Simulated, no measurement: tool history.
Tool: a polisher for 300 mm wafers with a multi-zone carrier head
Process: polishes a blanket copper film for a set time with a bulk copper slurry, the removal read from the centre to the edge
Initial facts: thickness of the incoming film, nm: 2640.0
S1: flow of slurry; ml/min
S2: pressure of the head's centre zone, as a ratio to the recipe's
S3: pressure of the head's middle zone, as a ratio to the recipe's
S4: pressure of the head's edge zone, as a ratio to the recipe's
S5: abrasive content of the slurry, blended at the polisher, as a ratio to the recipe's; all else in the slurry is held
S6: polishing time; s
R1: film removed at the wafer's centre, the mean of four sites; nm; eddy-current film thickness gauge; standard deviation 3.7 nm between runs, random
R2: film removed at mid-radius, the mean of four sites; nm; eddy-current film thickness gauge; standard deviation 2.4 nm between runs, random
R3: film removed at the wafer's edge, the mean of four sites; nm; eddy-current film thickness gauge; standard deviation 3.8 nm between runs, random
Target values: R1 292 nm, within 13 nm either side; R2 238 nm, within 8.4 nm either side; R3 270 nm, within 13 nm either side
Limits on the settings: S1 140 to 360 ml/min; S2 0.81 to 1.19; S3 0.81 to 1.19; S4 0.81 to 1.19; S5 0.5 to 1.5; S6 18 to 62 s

run	hour	S1	S2	S3	S4	S5	S6	R1	R2	R3
1	0	230	1	1	1	1	40	354.67	363.92	360.41
2	1.3	225	1.01	0.97	0.99	0.9	39	350.66	326.6	338.7
3	4.2	225	1.01	1.04	0.99	0.9	39	344.3	353.61	336.72
4	12.4	225	1.01	0.97	0.99	0.9	39	340.21	332.75	339.02
5	18	225	1.01	0.97	1.02	0.9	39	342.55	328.93	346.27
6	20.5	265	1.01	0.97	1.02	0.9	39	357.31	335.11	343.32
7	23.2	265	1	0.95	1.01	0.85	38	325.75	312.82	337.27
8	25	265	1.01	0.94	0.99	0.8	37	314.96	305.09	321.82
9	26.2	235	1.11	0.84	0.99	0.55	31	258.27	198.21	226.24
10	33.9	245	1.11	0.85	1.01	0.6	31	268.46	209.41	244.31
11	40.1	310	1.12	0.92	1.02	0.6	31	271.76	231.2	248.55
12	41.7	305	1.15	0.9	1.1	0.8	32	321.78	253.85	286.12
13	45.4	305	1.14	0.89	1.09	0.8	32	317.23	248.14	292.4
14	46.4	300	1.13	0.89	1.08	0.8	32	315.19	248.19	287.49
15	49.8	295	1.12	0.89	1.07	0.8	32	314.55	249.76	283.08

Which of these 5 next moves meets every target?
A	53.2	315	0.99	0.81	1.19	0.6	36	?	?	?
B	53.2	275	1.01	0.91	0.9	0.9	32	?	?	?
C	53.2	280	1.03	0.81	1.19	0.65	35	?	?	?
D	53.2	360	1.12	0.89	1.06	1.15	27	?	?	?
E	53.2	245	1.05	0.84	1.14	0.65	35	?	?	?

move	R1	R2	R3
A	287.43	242.55	309.24
B	291.32	265.57	269.45
C	292.97	239.48	306.22
D	295.69	242.09	269.04
E	292.98	242.88	296.06
A: puts the biggest miss on target and leaves a different result outside tolerance
B: puts the biggest miss on target and leaves a different result outside tolerance
C: puts the biggest miss on target and leaves a different result outside tolerance
D: every result within its allowed miss
E: puts the biggest miss on target and leaves a different result outside tolerance
Go with D: it meets all targets.

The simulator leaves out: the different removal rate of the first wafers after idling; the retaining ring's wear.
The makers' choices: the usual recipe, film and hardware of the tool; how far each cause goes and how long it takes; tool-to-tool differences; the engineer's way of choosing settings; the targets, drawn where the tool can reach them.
